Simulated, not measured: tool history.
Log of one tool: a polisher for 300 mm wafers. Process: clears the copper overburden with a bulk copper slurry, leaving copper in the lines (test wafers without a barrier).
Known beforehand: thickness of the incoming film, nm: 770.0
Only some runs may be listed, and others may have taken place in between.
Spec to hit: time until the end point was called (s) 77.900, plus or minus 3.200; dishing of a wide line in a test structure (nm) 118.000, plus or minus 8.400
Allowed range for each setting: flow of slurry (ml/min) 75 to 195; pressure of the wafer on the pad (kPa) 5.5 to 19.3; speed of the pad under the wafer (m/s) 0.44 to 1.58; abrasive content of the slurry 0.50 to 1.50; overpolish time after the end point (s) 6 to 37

| run | hour | flow of slurry (ml/min) | pressure of the wafer on the pad (kPa) | speed of the pad under the wafer (m/s) | abrasive content of the slurry | overpolish time after the end point (s) | time until the end point was called (s) | dishing of a wide line in a test structure (nm) |
|---|---|---|---|---|---|---|---|---|
| 1 | 0.0 | 125 | 12.4 | 1.00 | 1.00 | 19 | 127.440 | 65.169 |
| 2 | 8.6 | 125 | 15.2 | 1.00 | 1.00 | 19 | 100.820 | 78.606 |
| 3 | 10.9 | 125 | 15.2 | 1.00 | 1.10 | 19 | 100.010 | 81.674 |
| 4 | 19.3 | 125 | 17.9 | 1.00 | 1.10 | 19 | 85.916 | 88.104 |
| 5 | 27.8 | 125 | 15.2 | 1.00 | 1.10 | 19 | 101.680 | 80.475 |
| 6 | 30.6 | 125 | 15.2 | 0.86 | 1.10 | 19 | 116.660 | 72.571 |
| 7 | 39.2 | 125 | 15.2 | 0.86 | 1.10 | 19 | 114.750 | 75.750 |
| 8 | 47.6 | 130 | 15.9 | 0.88 | 1.10 | 20 | 108.010 | 78.750 |
| 9 | 49.7 | 130 | 16.5 | 0.90 | 1.10 | 21 | 101.160 | 85.805 |
| 10 | 55.6 | 135 | 17.2 | 0.92 | 1.10 | 22 | 93.710 | 93.620 |
| 11 | 59.5 | 140 | 17.9 | 0.92 | 1.10 | 23 | 91.168 | 103.720 |
| 12 | 62.4 | 140 | 17.9 | 0.94 | 1.10 | 23 | 88.287 | 99.936 |
| 13 | 68.0 | 145 | 18.6 | 0.96 | 1.10 | 24 | 83.326 | 104.810 |

Exercise: of the 5 proposed moves below, exactly one satisfies all targets within the stated allowed misses. Which move is it?
| A | 73.6 | 155 | 17.2 | 1.10 | 1.10 | 19 | ? | ? |
| B | 73.6 | 150 | 19.3 | 1.08 | 1.05 | 20 | ? | ? |
| C | 73.6 | 105 | 19.3 | 1.10 | 1.25 | 18 | ? | ? |
| D | 73.6 | 150 | 19.3 | 1.12 | 1.05 | 23 | ? | ? |
| E | 73.6 | 145 | 18.6 | 0.98 | 1.25 | 27 | ? | ? |

| move | time until the end point was called (s) | dishing of a wide line in a test structure (nm) |
|---|---|---|
| A | 77.888 | 95.686 |
| B | 72.299 | 105.390 |
| C | 72.982 | 98.167 |
| D | 69.841 | 116.400 |
| E | 78.663 | 118.090 |
A: the worst result of the last run now meets its target, but another is out of spec
B: pushes the last run's worst result past its target
C: pushes the last run's worst result past its target
D: pushes the last run's worst result past its target
E: hits every target within its allowed miss
So the answer is move E, the one that meets all the targets.
